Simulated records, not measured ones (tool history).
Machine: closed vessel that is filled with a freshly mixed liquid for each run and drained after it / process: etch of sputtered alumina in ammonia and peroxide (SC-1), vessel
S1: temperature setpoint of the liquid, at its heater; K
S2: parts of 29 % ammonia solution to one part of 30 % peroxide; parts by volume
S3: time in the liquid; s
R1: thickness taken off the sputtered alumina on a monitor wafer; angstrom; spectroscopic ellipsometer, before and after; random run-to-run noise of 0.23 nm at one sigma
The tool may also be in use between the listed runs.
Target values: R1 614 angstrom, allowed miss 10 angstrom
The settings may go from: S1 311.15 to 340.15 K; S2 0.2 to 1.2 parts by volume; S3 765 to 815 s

run 1 hour=0 | S1=324.15 S2=0.75 S3=765 | R1=315.46
run 2 hour=3.5 | S1=326.65 S2=0.75 S3=765 | R1=361.87
run 3 hour=11 | S1=323.65 S2=0.75 S3=765 | R1=308.1
run 4 hour=18.2 | S1=323.65 S2=0.85 S3=765 | R1=309.97
run 5 hour=23.6 | S1=323.65 S2=0.85 S3=815 | R1=329.51
run 6 hour=31.6 | S1=326.15 S2=0.85 S3=815 | R1=379.82
run 7 hour=37.3 | S1=328.15 S2=0.85 S3=815 | R1=420.94
run 8 hour=44.4 | S1=329.65 S2=0.85 S3=815 | R1=455.31
run 9 hour=48.8 | S1=330.65 S2=0.85 S3=815 | R1=479.1
run 10 hour=52.8 | S1=331.65 S2=0.85 S3=815 | R1=508.19
run 11 hour=62.3 | S1=332.65 S2=0.85 S3=815 | R1=532.99
run 12 hour=69.7 | S1=333.15 S2=0.85 S3=815 | R1=548.59

Which of these 4 next moves meets every target?
run A hour=77.1 | S1=336.65 S2=0.85 S3=815 | R1=?
run B hour=77.1 | S1=336.15 S2=0.55 S3=815 | R1=?
run C hour=77.1 | S1=337.65 S2=0.85 S3=765 | R1=?
run D hour=77.1 | S1=335.65 S2=1 S3=815 | R1=?

move=A R1=650.12
move=B R1=608.44
move=C R1=641.5
move=D R1=627.82
A: the result that was furthest off in the last run now lies on the other side of its target
B: every result lands within tolerance
C: the result that was furthest off in the last run now lies on the other side of its target
D: the result that was furthest off in the last run now lies on the other side of its target
So the answer is move B, the one that meets all the targets.
